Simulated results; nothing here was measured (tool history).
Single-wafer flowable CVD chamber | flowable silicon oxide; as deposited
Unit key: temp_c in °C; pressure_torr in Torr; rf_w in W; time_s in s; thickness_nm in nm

Run 1, hour 0: temp_c 90 °C, pressure_torr 0.916 Torr, rf_w 2100 W, time_s 397 s. Result: thickness_nm 333.32 nm.
Run 2, hour 2.6: temp_c 88 °C, pressure_torr 0.916 Torr, rf_w 2100 W, time_s 397 s. Result: thickness_nm 355.8 nm.
Run 3, hour 6.7: temp_c 88 °C, pressure_torr 1.009 Torr, rf_w 2100 W, time_s 397 s. Result: thickness_nm 391.36 nm.
Run 4, hour 7.7: temp_c 97 °C, pressure_torr 1.009 Torr, rf_w 2100 W, time_s 397 s. Result: thickness_nm 296.1 nm.
Run 5, hour 15.2: temp_c 94 °C, pressure_torr 1.009 Torr, rf_w 2100 W, time_s 397 s. Result: thickness_nm 322.92 nm.
At hour 19.6: thermocouple changed; heater temperature recalibrated.
Run 6, hour 19.6: temp_c 94 °C, pressure_torr 1.106 Torr, rf_w 2100 W, time_s 397 s. Result: thickness_nm 413.62 nm.

What will run 7 give?
Run 7, hour 21: temp_c 93 °C, pressure_torr 1.106 Torr, rf_w 2100 W, time_s 397 s. Result: thickness_nm ?.

Run 7 gave thickness_nm 427.98 nm.
